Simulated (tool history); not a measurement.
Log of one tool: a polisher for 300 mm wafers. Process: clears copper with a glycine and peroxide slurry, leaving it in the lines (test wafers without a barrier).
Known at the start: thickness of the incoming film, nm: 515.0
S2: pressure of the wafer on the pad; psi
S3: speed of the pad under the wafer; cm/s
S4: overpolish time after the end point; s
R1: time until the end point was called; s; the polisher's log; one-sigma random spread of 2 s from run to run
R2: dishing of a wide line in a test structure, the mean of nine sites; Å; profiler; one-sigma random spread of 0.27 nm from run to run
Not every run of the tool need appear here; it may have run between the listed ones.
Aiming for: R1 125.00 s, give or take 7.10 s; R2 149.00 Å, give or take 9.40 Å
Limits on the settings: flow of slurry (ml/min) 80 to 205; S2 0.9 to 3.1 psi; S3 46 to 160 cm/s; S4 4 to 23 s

run 1 hour=0.0 | flow_of_slurry_(ml/min)=135 S2=2.0 S3=102 S4=12 | R1=137.22 R2=291.70
run 2 hour=5.2 | flow_of_slurry_(ml/min)=165 S2=2.0 S3=102 S4=12 | R1=133.99 R2=302.91
run 3 hour=6.9 | flow_of_slurry_(ml/min)=165 S2=2.0 S3=90 S4=12 | R1=143.37 R2=281.65
run 4 hour=9.3 | flow_of_slurry_(ml/min)=140 S2=2.0 S3=90 S4=12 | R1=147.33 R2=273.46
run 5 hour=18.0 | flow_of_slurry_(ml/min)=160 S2=2.0 S3=90 S4=12 | R1=148.22 R2=276.20
run 6 hour=18.7 | flow_of_slurry_(ml/min)=160 S2=2.0 S3=104 S4=12 | R1=135.16 R2=306.16
run 7 hour=21.5 | flow_of_slurry_(ml/min)=145 S2=2.2 S3=94 S4=11 | R1=137.85 R2=271.50
run 8 hour=25.0 | flow_of_slurry_(ml/min)=135 S2=2.4 S3=92 S4=10 | R1=130.82 R2=263.73
run 9 hour=29.4 | flow_of_slurry_(ml/min)=125 S2=2.5 S3=88 S4=9 | R1=133.34 R2=235.11
run 10 hour=37.2 | flow_of_slurry_(ml/min)=115 S2=2.6 S3=86 S4=8 | R1=133.39 R2=220.72
run 11 hour=39.1 | flow_of_slurry_(ml/min)=110 S2=2.7 S3=84 S4=7 | R1=134.63 R2=190.86
run 12 hour=40.0 | flow_of_slurry_(ml/min)=105 S2=2.8 S3=84 S4=6 | R1=132.68 R2=164.48

Which of these 5 next moves meets every target?
run A hour=40.9 | flow_of_slurry_(ml/min)=130 S2=3.1 S3=78 S4=5 | R1=? R2=?
run B hour=40.9 | flow_of_slurry_(ml/min)=80 S2=2.9 S3=78 S4=7 | R1=? R2=?
run C hour=40.9 | flow_of_slurry_(ml/min)=105 S2=2.7 S3=82 S4=6 | R1=? R2=?
run D hour=40.9 | flow_of_slurry_(ml/min)=150 S2=3.0 S3=80 S4=6 | R1=? R2=?
run E hour=40.9 | flow_of_slurry_(ml/min)=125 S2=2.7 S3=90 S4=6 | R1=? R2=?

move=A R1=126.27 R2=152.85
move=B R1=144.60 R2=183.47
move=C R1=138.89 R2=165.39
move=D R1=123.97 R2=183.33
move=E R1=125.25 R2=181.27
A: all results in spec
B: moves away from the targets compared with the last run
C: moves away from the targets compared with the last run
D: moves away from the targets compared with the last run
E: moves away from the targets compared with the last run
Go with A: it meets all targets.
